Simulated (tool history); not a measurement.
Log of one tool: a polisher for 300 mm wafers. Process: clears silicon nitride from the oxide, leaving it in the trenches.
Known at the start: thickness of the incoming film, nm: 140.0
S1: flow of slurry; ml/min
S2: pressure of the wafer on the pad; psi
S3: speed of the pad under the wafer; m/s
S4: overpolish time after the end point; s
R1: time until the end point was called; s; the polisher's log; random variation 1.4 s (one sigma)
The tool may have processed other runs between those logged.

run 1 hour=0.0 | S1=185 S2=2.3 S3=1.12 S4=4 | R1=159.31
run 2 hour=1.4 | S1=185 S2=2.4 S3=1.12 S4=4 | R1=155.47
run 3 hour=10.1 | S1=185 S2=2.4 S3=0.86 S4=4 | R1=199.49
run 4 hour=17.4 | S1=185 S2=2.5 S3=0.86 S4=4 | R1=186.60
run 5 hour=22.7 | S1=185 S2=2.5 S3=0.64 S4=4 | R1=253.83
run 6 hour=31.3 | S1=185 S2=2.5 S3=0.64 S4=4 | R1=257.25

Predict the results of run 7:
run 7 hour=36.1 | S1=185 S2=2.7 S3=0.66 S4=4 | R1=?

R1: 232.74 s
